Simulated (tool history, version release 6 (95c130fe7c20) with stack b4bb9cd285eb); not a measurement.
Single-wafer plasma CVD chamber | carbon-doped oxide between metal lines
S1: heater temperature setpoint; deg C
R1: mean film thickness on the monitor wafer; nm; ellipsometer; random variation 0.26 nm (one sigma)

Run 1, day 0.000: S1 340 deg C, chamber pressure (Pa) 697, RF power (W) 615, deposition time (s) 9.7. Result: R1 63.480 nm.
Run 2, day 0.208: S1 340 deg C, chamber pressure (Pa) 697, RF power (W) 615, deposition time (s) 9.7. Result: R1 63.260 nm.
Run 3, day 0.358: S1 331 deg C, chamber pressure (Pa) 697, RF power (W) 615, deposition time (s) 9.7. Result: R1 65.115 nm.
Run 4, day 0.388: S1 331 deg C, chamber pressure (Pa) 697, RF power (W) 615, deposition time (s) 9.2. Result: R1 61.383 nm.
Run 5, day 0.583: S1 333 deg C, chamber pressure (Pa) 661, RF power (W) 605, deposition time (s) 9.2. Result: R1 60.075 nm.
Run 6, day 0.683: S1 333 deg C, chamber pressure (Pa) 617, RF power (W) 605, deposition time (s) 9.2. Result: R1 59.548 nm.
Run 7, day 0.904: S1 335 deg C, chamber pressure (Pa) 597, RF power (W) 605, deposition time (s) 9.2. Result: R1 59.283 nm.
Run 8, day 1.204: S1 336 deg C, chamber pressure (Pa) 577, RF power (W) 600, deposition time (s) 9.2. Result: R1 58.454 nm.

Forecast run 9:
Run 9, day 1.300: S1 337 deg C, chamber pressure (Pa) 564, RF power (W) 600, deposition time (s) 9.2. Result: R1 ?.

R1: 58.354 nm

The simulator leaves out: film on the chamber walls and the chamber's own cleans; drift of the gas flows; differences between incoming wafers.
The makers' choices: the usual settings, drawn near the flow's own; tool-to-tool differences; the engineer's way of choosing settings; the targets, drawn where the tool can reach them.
